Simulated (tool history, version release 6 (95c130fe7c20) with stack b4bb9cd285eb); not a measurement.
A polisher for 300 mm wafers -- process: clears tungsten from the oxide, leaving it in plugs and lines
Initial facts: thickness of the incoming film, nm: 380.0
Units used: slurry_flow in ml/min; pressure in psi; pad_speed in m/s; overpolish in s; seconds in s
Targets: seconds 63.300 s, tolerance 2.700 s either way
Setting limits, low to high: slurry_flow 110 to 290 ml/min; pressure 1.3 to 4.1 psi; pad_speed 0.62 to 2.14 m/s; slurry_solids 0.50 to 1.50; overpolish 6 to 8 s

Run 1, day 0.000: slurry_flow 185 ml/min, pressure 2.7 psi, pad_speed 1.38 m/s, slurry_solids 1.00, overpolish 8 s. Result: seconds 89.614 s.
Run 2, day 0.250: slurry_flow 185 ml/min, pressure 2.9 psi, pad_speed 1.38 m/s, slurry_solids 1.00, overpolish 8 s. Result: seconds 84.459 s.
Run 3, day 0.583: slurry_flow 185 ml/min, pressure 3.1 psi, pad_speed 1.38 m/s, slurry_solids 1.00, overpolish 8 s. Result: seconds 79.521 s.
Run 4, day 0.712: slurry_flow 185 ml/min, pressure 3.2 psi, pad_speed 1.38 m/s, slurry_solids 1.00, overpolish 8 s. Result: seconds 77.792 s.
Run 5, day 0.971: slurry_flow 185 ml/min, pressure 3.2 psi, pad_speed 1.22 m/s, slurry_solids 1.00, overpolish 8 s. Result: seconds 88.389 s.
Run 6, day 1.133: slurry_flow 185 ml/min, pressure 3.4 psi, pad_speed 1.24 m/s, slurry_solids 1.00, overpolish 8 s. Result: seconds 82.754 s.
Run 7, day 1.204: slurry_flow 185 ml/min, pressure 3.5 psi, pad_speed 1.26 m/s, slurry_solids 1.00, overpolish 8 s. Result: seconds 80.586 s.
Run 8, day 1.300: slurry_flow 185 ml/min, pressure 3.6 psi, pad_speed 1.28 m/s, slurry_solids 1.00, overpolish 8 s. Result: seconds 76.005 s.
Run 9, day 1.375: slurry_flow 185 ml/min, pressure 3.7 psi, pad_speed 1.30 m/s, slurry_solids 1.00, overpolish 8 s. Result: seconds 73.922 s.

Consider the 5 candidate settings below. Which is the only one whose results all fall within their allowed miss of target?
Run A, day 1.450: slurry_flow 205 ml/min, pressure 4.1 psi, pad_speed 1.44 m/s, slurry_solids 1.05, overpolish 7 s. Result: seconds ?.
Run B, day 1.450: slurry_flow 200 ml/min, pressure 3.8 psi, pad_speed 1.58 m/s, slurry_solids 0.95, overpolish 6 s. Result: seconds ?.
Run C, day 1.450: slurry_flow 180 ml/min, pressure 3.8 psi, pad_speed 1.10 m/s, slurry_solids 1.35, overpolish 8 s. Result: seconds ?.
Run D, day 1.450: slurry_flow 195 ml/min, pressure 3.7 psi, pad_speed 1.46 m/s, slurry_solids 1.05, overpolish 8 s. Result: seconds ?.
Run E, day 1.450: slurry_flow 200 ml/min, pressure 3.6 psi, pad_speed 1.44 m/s, slurry_solids 0.85, overpolish 8 s. Result: seconds ?.

move  seconds
   A   58.411
   B   58.316
   C   78.849
   D   63.588
   E   68.223
A: moves the result that the last run missed by most past its target, out the other side
B: moves the result that the last run missed by most past its target, out the other side
C: the biggest miss grows against the last run
D: in spec on every target
E: closes in on the targets versus the last run, not all within tolerance yet
D meets every target.
